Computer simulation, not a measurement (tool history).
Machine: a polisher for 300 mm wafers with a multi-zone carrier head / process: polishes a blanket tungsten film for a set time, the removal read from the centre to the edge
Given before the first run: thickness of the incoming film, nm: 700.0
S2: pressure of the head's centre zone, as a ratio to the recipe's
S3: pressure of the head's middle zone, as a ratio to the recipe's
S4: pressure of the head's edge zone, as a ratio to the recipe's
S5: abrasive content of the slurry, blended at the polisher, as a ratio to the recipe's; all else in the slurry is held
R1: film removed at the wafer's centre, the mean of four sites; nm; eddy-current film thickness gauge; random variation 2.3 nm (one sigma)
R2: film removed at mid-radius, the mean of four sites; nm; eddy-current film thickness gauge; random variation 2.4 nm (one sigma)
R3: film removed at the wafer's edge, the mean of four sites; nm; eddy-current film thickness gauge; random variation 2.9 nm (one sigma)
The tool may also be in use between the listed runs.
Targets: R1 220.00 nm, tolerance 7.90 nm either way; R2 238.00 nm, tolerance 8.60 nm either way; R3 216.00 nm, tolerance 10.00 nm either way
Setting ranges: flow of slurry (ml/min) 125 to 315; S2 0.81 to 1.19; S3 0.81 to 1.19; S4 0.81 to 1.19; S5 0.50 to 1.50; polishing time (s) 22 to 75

Run 1, hour 0.0: flow of slurry (ml/min) 205, S2 1.00, S3 1.00, S4 1.00, S5 1.00, polishing time (s) 48. Result: R1 277.25 nm, R2 268.84 nm, R3 278.85 nm.
Run 2, hour 1.7: flow of slurry (ml/min) 205, S2 1.00, S3 0.94, S4 1.00, S5 1.00, polishing time (s) 48. Result: R1 278.99 nm, R2 260.61 nm, R3 272.18 nm.
Run 3, hour 9.8: flow of slurry (ml/min) 215, S2 0.97, S3 0.96, S4 0.94, S5 0.85, polishing time (s) 47. Result: R1 258.35 nm, R2 252.11 nm, R3 265.37 nm.
Run 4, hour 14.9: flow of slurry (ml/min) 215, S2 0.97, S3 0.96, S4 0.88, S5 0.85, polishing time (s) 47. Result: R1 254.21 nm, R2 246.03 nm, R3 245.29 nm.
Run 5, hour 18.0: flow of slurry (ml/min) 200, S2 0.95, S3 0.99, S4 0.86, S5 0.85, polishing time (s) 46. Result: R1 238.44 nm, R2 250.46 nm, R3 240.97 nm.
Run 6, hour 26.6: flow of slurry (ml/min) 200, S2 0.95, S3 0.99, S4 0.86, S5 0.65, polishing time (s) 46. Result: R1 237.95 nm, R2 233.70 nm, R3 230.05 nm.
Run 7, hour 28.5: flow of slurry (ml/min) 195, S2 0.94, S3 1.01, S4 0.84, S5 0.65, polishing time (s) 46. Result: R1 225.88 nm, R2 241.94 nm, R3 229.05 nm.
Run 8, hour 35.9: flow of slurry (ml/min) 195, S2 0.95, S3 1.02, S4 0.83, S5 0.60, polishing time (s) 46. Result: R1 224.24 nm, R2 232.94 nm, R3 227.20 nm.

Pick the move, out of 4, that brings all results within their allowed miss; only one does.
Run A, hour 43.3: flow of slurry (ml/min) 250, S2 0.91, S3 1.00, S4 0.81, S5 0.95, polishing time (s) 41. Result: R1 ?, R2 ?, R3 ?.
Run B, hour 43.3: flow of slurry (ml/min) 195, S2 1.00, S3 0.95, S4 0.92, S5 0.50, polishing time (s) 47. Result: R1 ?, R2 ?, R3 ?.
Run C, hour 43.3: flow of slurry (ml/min) 130, S2 0.94, S3 1.09, S4 1.06, S5 0.50, polishing time (s) 50. Result: R1 ?, R2 ?, R3 ?.
Run D, hour 43.3: flow of slurry (ml/min) 200, S2 0.98, S3 1.03, S4 1.02, S5 0.50, polishing time (s) 44. Result: R1 ?, R2 ?, R3 ?.

move      R1      R2      R3
   A  218.70  235.82  221.09
   B  235.48  221.95  230.79
   C  214.66  244.25  245.27
   D  217.10  223.32  226.08
A: all results in spec
B: the biggest miss grows against the last run
C: the biggest miss grows against the last run
D: the biggest miss grows against the last run
A meets every target.

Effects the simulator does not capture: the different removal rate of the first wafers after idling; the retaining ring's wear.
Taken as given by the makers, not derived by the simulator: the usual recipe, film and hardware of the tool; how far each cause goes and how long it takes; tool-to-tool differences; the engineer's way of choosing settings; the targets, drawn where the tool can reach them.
